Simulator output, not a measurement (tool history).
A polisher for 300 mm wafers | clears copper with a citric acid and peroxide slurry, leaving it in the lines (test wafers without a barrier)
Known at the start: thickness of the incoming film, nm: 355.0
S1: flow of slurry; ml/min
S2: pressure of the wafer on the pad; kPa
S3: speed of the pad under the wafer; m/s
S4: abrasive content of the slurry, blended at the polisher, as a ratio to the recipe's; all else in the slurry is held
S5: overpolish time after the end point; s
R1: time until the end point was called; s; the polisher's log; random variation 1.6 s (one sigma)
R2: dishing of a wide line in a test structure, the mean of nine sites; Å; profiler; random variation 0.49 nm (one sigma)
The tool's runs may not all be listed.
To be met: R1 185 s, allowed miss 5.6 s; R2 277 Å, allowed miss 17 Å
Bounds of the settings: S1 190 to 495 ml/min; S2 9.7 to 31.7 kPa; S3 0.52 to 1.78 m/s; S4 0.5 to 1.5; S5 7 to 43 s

{"run": 1, "hour": 0.0, "S1": 320, "S2": 20.7, "S3": 1.14, "S4": 1, "S5": 22, "R1": 157.61, "R2": 226.41}
{"run": 2, "hour": 5.0, "S1": 320, "S2": 20, "S3": 1.14, "S4": 1, "S5": 25, "R1": 160.87, "R2": 240.78}
{"run": 3, "hour": 13.7, "S1": 320, "S2": 19.3, "S3": 1.14, "S4": 1, "S5": 27, "R1": 164.42, "R2": 242.73}
{"run": 4, "hour": 18.7, "S1": 320, "S2": 18.6, "S3": 1.14, "S4": 1, "S5": 30, "R1": 173.47, "R2": 248.28}
{"run": 5, "hour": 22.5, "S1": 320, "S2": 18.6, "S3": 1.14, "S4": 1, "S5": 32, "R1": 170.09, "R2": 255.93}
{"run": 6, "hour": 28.8, "S1": 320, "S2": 17.9, "S3": 1.14, "S4": 1, "S5": 34, "R1": 178.83, "R2": 267.1}
{"hour": 29.5, "done": "head pressure recalibrated"}
{"run": 7, "hour": 29.5, "S1": 320, "S2": 17.9, "S3": 1.14, "S4": 1, "S5": 35, "R1": 164.63, "R2": 270.94}
{"run": 8, "hour": 30.0, "S1": 320, "S2": 17.2, "S3": 1.14, "S4": 1, "S5": 37, "R1": 169.54, "R2": 269.2}

Which of these 4 next moves meets every target?
{"run": "A", "hour": 30.5, "S1": 325, "S2": 15.2, "S3": 1.42, "S4": 0.9, "S5": 35, "R1": "?", "R2": "?"}
{"run": "B", "hour": 30.5, "S1": 325, "S2": 18.6, "S3": 1.14, "S4": 1.05, "S5": 34, "R1": "?", "R2": "?"}
{"run": "C", "hour": 30.5, "S1": 315, "S2": 17.2, "S3": 1.22, "S4": 1.1, "S5": 43, "R1": "?", "R2": "?"}
{"run": "D", "hour": 30.5, "S1": 355, "S2": 19.3, "S3": 0.98, "S4": 0.8, "S5": 41, "R1": "?", "R2": "?"}

move=A R1=163.2 R2=269.79
move=B R1=161.29 R2=273.1
move=C R1=161.78 R2=292.37
move=D R1=187.44 R2=278.01
A: further off than the last run
B: further off than the last run
C: further off than the last run
D: meets every target
Move D is the one to make.
